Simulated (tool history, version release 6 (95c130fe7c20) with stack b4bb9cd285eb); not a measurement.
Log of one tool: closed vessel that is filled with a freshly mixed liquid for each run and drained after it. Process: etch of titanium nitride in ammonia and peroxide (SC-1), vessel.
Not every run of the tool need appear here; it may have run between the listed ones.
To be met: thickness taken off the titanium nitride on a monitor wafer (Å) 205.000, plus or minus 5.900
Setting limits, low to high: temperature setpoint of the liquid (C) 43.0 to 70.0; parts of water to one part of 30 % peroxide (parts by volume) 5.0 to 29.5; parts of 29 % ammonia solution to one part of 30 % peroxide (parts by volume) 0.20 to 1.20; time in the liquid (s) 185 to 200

run	hour	temperature setpoint of the liquid (C)	parts of water to one part of 30 % peroxide (parts by volume)	parts of 29 % ammonia solution to one part of 30 % peroxide (parts by volume)	time in the liquid (s)	thickness taken off the titanium nitride on a monitor wafer (Å)
1	0.0	59.0	16.5	0.90	185	99.319
2	4.1	61.0	16.5	0.90	185	112.150
3	6.5	61.0	16.5	0.90	200	121.730
4	10.9	62.5	16.5	0.90	200	133.900
5	17.2	64.0	16.5	0.90	200	146.810
6	20.3	67.0	16.5	0.90	200	177.770
7	22.6	67.5	16.5	0.90	200	184.650
8	29.0	68.0	16.5	0.90	200	192.700

Below are 5 possible settings for the next run. Only one of them brings all results inside the allowed miss of their targets. Which is it?
A	35.4	70.0	19.5	1.05	200	?
B	35.4	67.5	17.0	0.75	200	?
C	35.4	69.5	17.0	0.60	200	?
D	35.4	67.5	16.5	0.95	195	?
E	35.4	67.5	15.0	0.80	200	?

move	thickness taken off the titanium nitride on a monitor wafer (Å)
A	201.270
B	175.090
C	190.590
D	180.710
E	189.440
A: in spec on every target
B: lands further from the targets than the last run did
C: lands further from the targets than the last run did
D: lands further from the targets than the last run did
E: lands further from the targets than the last run did
A meets every target.

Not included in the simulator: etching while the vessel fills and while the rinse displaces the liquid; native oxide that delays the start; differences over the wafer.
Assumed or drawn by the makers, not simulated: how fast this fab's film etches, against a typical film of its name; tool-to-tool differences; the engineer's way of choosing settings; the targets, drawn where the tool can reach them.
